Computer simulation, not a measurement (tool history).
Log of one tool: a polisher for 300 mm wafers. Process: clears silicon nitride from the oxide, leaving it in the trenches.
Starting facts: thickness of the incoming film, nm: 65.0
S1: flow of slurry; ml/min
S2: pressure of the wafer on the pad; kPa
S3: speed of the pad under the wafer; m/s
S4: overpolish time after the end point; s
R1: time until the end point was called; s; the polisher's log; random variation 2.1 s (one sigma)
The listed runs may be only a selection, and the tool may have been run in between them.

run  hour   S1    S2    S3  S4      R1
  1   0.0  200  19.3  0.80  33  115.55
  2   5.5  250  19.3  0.80  33  114.72
  3  10.8  220  19.3  0.80  33  116.96
  4  15.2  220  16.5  0.80  33  134.82
  5  21.8  265  16.5  0.80  33  128.70
  6  29.9  265  16.5  0.80  33  132.57
  7  35.3  265  15.2  0.80  33  138.39
  8  41.3  265  13.8  0.80  33  152.42
  9  45.6  265  13.1  0.80  33  159.23

What will run 10 give?
 10  52.9  265  12.4  0.80  33   ?

R1: 162.99 s

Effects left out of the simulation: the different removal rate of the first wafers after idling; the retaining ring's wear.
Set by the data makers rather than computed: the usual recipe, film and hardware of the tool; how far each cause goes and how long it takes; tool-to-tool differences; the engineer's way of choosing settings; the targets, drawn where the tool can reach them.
